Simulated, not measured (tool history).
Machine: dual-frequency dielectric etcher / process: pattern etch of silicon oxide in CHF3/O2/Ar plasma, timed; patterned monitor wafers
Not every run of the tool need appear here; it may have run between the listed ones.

run  hour  source power (W)  bias power (W)  etch time (s)  mean etch depth across the wafer (angstrom)
  1     0               790             178          419.5                                       8766.4
  2     6               750             176          419.5                                       8547.2
  3  14.6               620             176          419.5                                       7915.6
  4  18.3               530             176          419.5                                       7381.3
  5  20.7               530             176          419.5                                       7393.6
  6  24.6               530             154          419.5                                         7001
  7  29.6               600             156          419.5                                       7452.2
  8  31.6               640             157          419.5                                       7668.3
  9  38.3               660             158          419.5                                       7776.4

Run 10 is up next; what results do you expect?
 10  39.9               680             159          419.5                                            ?

Run 10 came out at mean etch depth across the wafer (angstrom) 7887.
